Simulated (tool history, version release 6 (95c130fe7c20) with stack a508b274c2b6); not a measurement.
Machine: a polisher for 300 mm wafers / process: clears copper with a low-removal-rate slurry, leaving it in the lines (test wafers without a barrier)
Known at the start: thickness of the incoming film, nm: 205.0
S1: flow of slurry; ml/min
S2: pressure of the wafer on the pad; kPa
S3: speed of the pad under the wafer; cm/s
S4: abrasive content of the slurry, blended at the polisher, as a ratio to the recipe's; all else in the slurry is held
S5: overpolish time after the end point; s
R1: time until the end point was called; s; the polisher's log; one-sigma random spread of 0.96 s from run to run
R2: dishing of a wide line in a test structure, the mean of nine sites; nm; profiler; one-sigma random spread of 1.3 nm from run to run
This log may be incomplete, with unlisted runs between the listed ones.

{"run": 1, "hour": 0.0, "S1": 320, "S2": 19.3, "S3": 82, "S4": 1, "S5": 19, "R1": 90.736, "R2": 32.762}
{"run": 2, "hour": 7.6, "S1": 320, "S2": 20.7, "S3": 82, "S4": 1, "S5": 19, "R1": 81.429, "R2": 33.954}
{"run": 3, "hour": 14.3, "S1": 320, "S2": 20.7, "S3": 82, "S4": 1, "S5": 26, "R1": 83.437, "R2": 45.991}
{"run": 4, "hour": 17.5, "S1": 320, "S2": 20.7, "S3": 82, "S4": 1.2, "S5": 26, "R1": 83.117, "R2": 45.503}
{"run": 5, "hour": 19.6, "S1": 320, "S2": 22.8, "S3": 82, "S4": 1.2, "S5": 26, "R1": 73.089, "R2": 49.976}
{"run": 6, "hour": 24.1, "S1": 320, "S2": 22.8, "S3": 82, "S4": 1.2, "S5": 34, "R1": 76.219, "R2": 58.925}

Expected results for the next run?
{"run": 7, "hour": 28.9, "S1": 320, "S2": 24.1, "S3": 82, "S4": 1.2, "S5": 33, "R1": "?", "R2": "?"}

R1: 69.708 s
R2: 62.87 nm

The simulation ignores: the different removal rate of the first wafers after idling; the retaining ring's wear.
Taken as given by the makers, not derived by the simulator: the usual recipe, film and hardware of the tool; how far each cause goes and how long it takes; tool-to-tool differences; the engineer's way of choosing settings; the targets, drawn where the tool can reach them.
